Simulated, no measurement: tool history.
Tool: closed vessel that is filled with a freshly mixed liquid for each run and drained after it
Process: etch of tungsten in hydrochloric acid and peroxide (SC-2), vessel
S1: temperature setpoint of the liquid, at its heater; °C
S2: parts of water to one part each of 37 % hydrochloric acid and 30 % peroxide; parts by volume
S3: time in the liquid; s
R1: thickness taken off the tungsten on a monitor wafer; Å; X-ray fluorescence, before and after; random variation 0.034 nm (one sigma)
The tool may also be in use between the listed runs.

{"run": 1, "hour": 0.0, "S1": 49, "S2": 5.5, "S3": 30, "R1": 176.72}
{"run": 2, "hour": 2.9, "S1": 49, "S2": 7, "S3": 30, "R1": 145.26}
{"run": 3, "hour": 8.5, "S1": 44.5, "S2": 7, "S3": 30, "R1": 107.3}
{"run": 4, "hour": 15.3, "S1": 41.5, "S2": 7, "S3": 30, "R1": 87.473}
{"run": 5, "hour": 16.4, "S1": 39.5, "S2": 7, "S3": 30, "R1": 75.746}
{"run": 6, "hour": 25.3, "S1": 38.5, "S2": 7, "S3": 30, "R1": 70.867}

Forecast run 7:
{"run": 7, "hour": 29.2, "S1": 37.5, "S2": 7, "S3": 30, "R1": "?"}

{"run 7": {"R1": 65.935}}

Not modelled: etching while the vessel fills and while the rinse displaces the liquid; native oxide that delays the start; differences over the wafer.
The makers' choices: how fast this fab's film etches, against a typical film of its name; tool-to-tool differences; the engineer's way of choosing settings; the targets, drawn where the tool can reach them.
